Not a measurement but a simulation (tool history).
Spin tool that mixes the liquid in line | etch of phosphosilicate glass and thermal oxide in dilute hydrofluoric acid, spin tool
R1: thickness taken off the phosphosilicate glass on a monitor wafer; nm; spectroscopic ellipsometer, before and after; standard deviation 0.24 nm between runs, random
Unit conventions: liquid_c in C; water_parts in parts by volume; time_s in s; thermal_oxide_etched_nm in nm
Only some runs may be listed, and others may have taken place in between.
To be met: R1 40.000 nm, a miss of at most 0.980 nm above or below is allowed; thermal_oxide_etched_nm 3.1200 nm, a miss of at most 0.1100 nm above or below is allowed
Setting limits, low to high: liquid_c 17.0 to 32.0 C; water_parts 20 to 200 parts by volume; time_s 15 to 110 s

{"run": 1, "hour": 0.0, "liquid_c": 24.0, "water_parts": 110, "time_s": 55, "R1": 29.229, "thermal_oxide_etched_nm": 2.3044}
{"run": 2, "hour": 6.6, "liquid_c": 24.0, "water_parts": 110, "time_s": 40, "R1": 21.173, "thermal_oxide_etched_nm": 1.6605}
{"run": 3, "hour": 10.8, "liquid_c": 24.0, "water_parts": 80, "time_s": 40, "R1": 30.389, "thermal_oxide_etched_nm": 2.3597}
{"run": 4, "hour": 17.8, "liquid_c": 25.5, "water_parts": 80, "time_s": 40, "R1": 31.878, "thermal_oxide_etched_nm": 2.4859}
{"run": 5, "hour": 26.2, "liquid_c": 27.0, "water_parts": 80, "time_s": 40, "R1": 33.93, "thermal_oxide_etched_nm": 2.6355}
{"run": 6, "hour": 32.3, "liquid_c": 27.0, "water_parts": 55, "time_s": 40, "R1": 51.273, "thermal_oxide_etched_nm": 4.0156}
{"run": 7, "hour": 38.4, "liquid_c": 26.0, "water_parts": 55, "time_s": 40, "R1": 49.336, "thermal_oxide_etched_nm": 3.8333}
{"run": 8, "hour": 39.4, "liquid_c": 24.5, "water_parts": 55, "time_s": 40, "R1": 46.704, "thermal_oxide_etched_nm": 3.594}
{"run": 9, "hour": 46.6, "liquid_c": 23.5, "water_parts": 55, "time_s": 40, "R1": 45.011, "thermal_oxide_etched_nm": 3.4838}
{"run": 10, "hour": 52.5, "liquid_c": 22.5, "water_parts": 55, "time_s": 40, "R1": 42.457, "thermal_oxide_etched_nm": 3.3256}
{"run": 11, "hour": 58.4, "liquid_c": 22.0, "water_parts": 55, "time_s": 40, "R1": 41.869, "thermal_oxide_etched_nm": 3.2571}
{"run": 12, "hour": 64.8, "liquid_c": 21.5, "water_parts": 55, "time_s": 40, "R1": 41.018, "thermal_oxide_etched_nm": 3.1886}

4 candidate next runs follow, results not yet known. Just one meets every target within its allowed miss. Identify it.
{"run": "A", "hour": 71.2, "liquid_c": 22.5, "water_parts": 55, "time_s": 35, "R1": "?", "thermal_oxide_etched_nm": "?"}
{"run": "B", "hour": 71.2, "liquid_c": 24.5, "water_parts": 90, "time_s": 55, "R1": "?", "thermal_oxide_etched_nm": "?"}
{"run": "C", "hour": 71.2, "liquid_c": 21.5, "water_parts": 100, "time_s": 70, "R1": "?", "thermal_oxide_etched_nm": "?"}
{"run": "D", "hour": 71.2, "liquid_c": 20.5, "water_parts": 35, "time_s": 25, "R1": "?", "thermal_oxide_etched_nm": "?"}

move=A R1=37.671 thermal_oxide_etched_nm=2.9136
move=B R1=37.535 thermal_oxide_etched_nm=2.9031
move=C R1=37.660 thermal_oxide_etched_nm=2.9128
move=D R1=39.851 thermal_oxide_etched_nm=3.0823
A: moves the result that the last run missed by most past its target, out the other side
B: moves the result that the last run missed by most past its target, out the other side
C: moves the result that the last run missed by most past its target, out the other side
D: all results land within tolerance of their targets
D is the move that brings every result within its allowed miss.
